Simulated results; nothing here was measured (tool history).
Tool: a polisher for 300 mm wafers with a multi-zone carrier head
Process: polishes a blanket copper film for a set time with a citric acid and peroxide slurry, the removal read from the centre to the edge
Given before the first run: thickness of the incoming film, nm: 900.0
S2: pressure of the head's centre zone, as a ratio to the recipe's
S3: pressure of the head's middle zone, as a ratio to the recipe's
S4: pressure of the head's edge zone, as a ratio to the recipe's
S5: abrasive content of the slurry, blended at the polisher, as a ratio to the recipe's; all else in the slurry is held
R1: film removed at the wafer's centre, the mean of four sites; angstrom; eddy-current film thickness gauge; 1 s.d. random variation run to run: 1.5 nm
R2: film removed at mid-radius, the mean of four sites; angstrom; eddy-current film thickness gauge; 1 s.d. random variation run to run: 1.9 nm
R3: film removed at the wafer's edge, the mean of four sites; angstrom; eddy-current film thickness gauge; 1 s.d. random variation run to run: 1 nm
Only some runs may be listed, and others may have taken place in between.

run 1 day=0.000 | flow_of_slurry_(ml/min)=285 S2=1.00 S3=1.00 S4=1.00 S5=1.00 polishing_time_(s)=54 | R1=1153.7 R2=1177.0 R3=1168.8
run 2 day=0.262 | flow_of_slurry_(ml/min)=285 S2=1.00 S3=1.00 S4=1.05 S5=1.00 polishing_time_(s)=54 | R1=1165.2 R2=1195.0 R3=1207.2
run 3 day=0.329 | flow_of_slurry_(ml/min)=285 S2=1.00 S3=1.03 S4=1.05 S5=1.00 polishing_time_(s)=54 | R1=1141.2 R2=1236.9 R3=1205.0
run 4 day=0.679 | flow_of_slurry_(ml/min)=285 S2=1.00 S3=1.03 S4=0.97 S5=1.00 polishing_time_(s)=54 | R1=1154.2 R2=1211.9 R3=1162.3
run 5 day=0.933 | flow_of_slurry_(ml/min)=285 S2=1.01 S3=1.02 S4=0.99 S5=1.05 polishing_time_(s)=55 | R1=1192.4 R2=1242.0 R3=1190.2
run 6 day=1.304 | flow_of_slurry_(ml/min)=285 S2=1.01 S3=1.02 S4=1.05 S5=1.05 polishing_time_(s)=55 | R1=1194.8 R2=1245.3 R3=1237.9
run 7 day=1.392 | flow_of_slurry_(ml/min)=290 S2=1.02 S3=1.02 S4=1.07 S5=1.10 polishing_time_(s)=56 | R1=1251.7 R2=1263.0 R3=1281.2
run 8 day=1.629 | flow_of_slurry_(ml/min)=295 S2=1.03 S3=1.03 S4=1.08 S5=1.15 polishing_time_(s)=57 | R1=1295.4 R2=1348.4 R3=1338.1

Estimate the outcome of run 9 from the log above:
run 9 day=1.917 | flow_of_slurry_(ml/min)=300 S2=1.04 S3=1.03 S4=1.09 S5=1.20 polishing_time_(s)=57 | R1=? R2=? R3=?

R1: 1340.7 angstrom
R2: 1335.3 angstrom
R3: 1345.3 angstrom

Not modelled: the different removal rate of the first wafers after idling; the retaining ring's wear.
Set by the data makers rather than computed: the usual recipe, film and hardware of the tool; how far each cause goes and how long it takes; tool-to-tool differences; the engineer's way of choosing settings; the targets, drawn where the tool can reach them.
